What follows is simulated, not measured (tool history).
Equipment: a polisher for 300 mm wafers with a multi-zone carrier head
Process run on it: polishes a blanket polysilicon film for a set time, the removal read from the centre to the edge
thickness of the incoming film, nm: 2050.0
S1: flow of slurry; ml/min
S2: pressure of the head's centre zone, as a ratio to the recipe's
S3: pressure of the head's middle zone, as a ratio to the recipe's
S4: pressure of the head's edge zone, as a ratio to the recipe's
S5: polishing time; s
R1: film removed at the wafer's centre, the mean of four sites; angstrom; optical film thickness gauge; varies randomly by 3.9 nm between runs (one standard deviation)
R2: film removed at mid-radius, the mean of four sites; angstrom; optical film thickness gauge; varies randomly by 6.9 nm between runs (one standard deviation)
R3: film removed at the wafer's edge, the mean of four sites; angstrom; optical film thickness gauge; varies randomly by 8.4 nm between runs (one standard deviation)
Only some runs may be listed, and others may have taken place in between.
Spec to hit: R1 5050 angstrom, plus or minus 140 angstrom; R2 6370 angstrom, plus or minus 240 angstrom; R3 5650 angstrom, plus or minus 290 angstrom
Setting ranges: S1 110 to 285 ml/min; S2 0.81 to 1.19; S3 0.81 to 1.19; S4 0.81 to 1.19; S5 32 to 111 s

| run | day | S1 | S2 | S3 | S4 | S5 | R1 | R2 | R3 |
|---|---|---|---|---|---|---|---|---|---|
| 1 | 0 | 180 | 1 | 1 | 1 | 71 | 6489.3 | 6465.7 | 6728.2 |
| 2 | 0.271 | 180 | 0.93 | 1 | 1 | 71 | 6036.2 | 6525.8 | 6749.8 |
| 3 | 0.379 | 175 | 0.92 | 1.01 | 0.98 | 70 | 5826.7 | 6402.9 | 6489.9 |
| 4 | 0.675 | 175 | 0.88 | 1.01 | 0.98 | 70 | 5517.3 | 6488.5 | 6619.5 |
| 5 | 0.858 | 175 | 0.91 | 1.01 | 0.98 | 70 | 5697 | 6372.1 | 6550.6 |
| 6 | 1.112 | 175 | 0.87 | 1.01 | 0.98 | 70 | 5404.3 | 6328 | 6583.1 |
| 7 | 1.45 | 175 | 0.87 | 1.01 | 0.98 | 70 | 5455.4 | 6365.6 | 6500.7 |
|  | 1.496 | slurry nozzle cleaned |
| 8 | 1.496 | 140 | 0.86 | 1.09 | 0.88 | 67 | 5473.9 | 6707.4 | 6202.8 |
| 9 | 1.762 | 140 | 0.86 | 1.09 | 0.87 | 66 | 5421.4 | 6656.6 | 6072.3 |

Which one of the following 4 next-run settings gets every result inside its allowed miss? There is exactly one.
| A | 2.029 | 190 | 0.84 | 1.03 | 1.04 | 65 | ? | ? | ? |
| B | 2.029 | 165 | 0.83 | 1.08 | 0.81 | 61 | ? | ? | ? |
| C | 2.029 | 195 | 0.97 | 1.18 | 0.81 | 58 | ? | ? | ? |
| D | 2.029 | 140 | 0.81 | 1.03 | 0.93 | 74 | ? | ? | ? |

| move | R1 | R2 | R3 |
|---|---|---|---|
| A | 5606.2 | 6613.8 | 6777.7 |
| B | 5054.9 | 6260.1 | 5615.2 |
| C | 5816 | 6524.7 | 5448.3 |
| D | 5749.2 | 7093.4 | 7035.5 |
A: misses by more than the last run did
B: in spec on every target
C: misses by more than the last run did
D: misses by more than the last run did
B meets every target.
